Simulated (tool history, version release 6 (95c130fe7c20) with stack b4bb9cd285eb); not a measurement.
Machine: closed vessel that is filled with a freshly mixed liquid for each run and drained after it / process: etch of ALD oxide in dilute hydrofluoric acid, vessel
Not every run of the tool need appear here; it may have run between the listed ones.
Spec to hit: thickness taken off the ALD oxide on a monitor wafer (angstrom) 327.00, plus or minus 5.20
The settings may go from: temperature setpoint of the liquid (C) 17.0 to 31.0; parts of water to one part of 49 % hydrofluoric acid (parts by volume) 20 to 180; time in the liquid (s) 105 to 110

| run | hour | temperature setpoint of the liquid (C) | parts of water to one part of 49 % hydrofluoric acid (parts by volume) | time in the liquid (s) | thickness taken off the ALD oxide on a monitor wafer (angstrom) |
|---|---|---|---|---|---|
| 1 | 0.0 | 23.0 | 100 | 105 | 159.45 |
| 2 | 2.7 | 23.0 | 80 | 105 | 205.40 |
| 3 | 9.7 | 23.0 | 80 | 110 | 214.68 |
| 4 | 12.9 | 23.0 | 60 | 110 | 294.25 |
| 5 | 18.8 | 19.5 | 60 | 110 | 254.60 |
| 6 | 23.7 | 17.0 | 60 | 110 | 229.46 |
| 7 | 31.7 | 18.5 | 60 | 110 | 244.68 |
| 8 | 36.7 | 20.0 | 60 | 110 | 259.56 |
| 9 | 46.0 | 21.0 | 60 | 110 | 269.53 |
|  | 49.9 | thermometer replaced |
| 10 | 49.9 | 22.0 | 60 | 110 | 269.51 |
| 11 | 51.6 | 23.0 | 60 | 110 | 282.65 |

4 candidate next runs follow, results not yet known. Just one meets every target within its allowed miss. Identify it.
| A | 53.3 | 23.5 | 55 | 110 | ? |
| B | 53.3 | 22.0 | 50 | 110 | ? |
| C | 53.3 | 23.0 | 55 | 110 | ? |
| D | 53.3 | 28.0 | 65 | 110 | ? |

| move | thickness taken off the ALD oxide on a monitor wafer (angstrom) |
|---|---|
| A | 316.49 |
| B | 329.24 |
| C | 310.03 |
| D | 316.62 |
A: an improvement on the last run, though not all results are within tolerance
B: every result within its allowed miss
C: an improvement on the last run, though not all results are within tolerance
D: an improvement on the last run, though not all results are within tolerance
Go with B: it meets all targets.
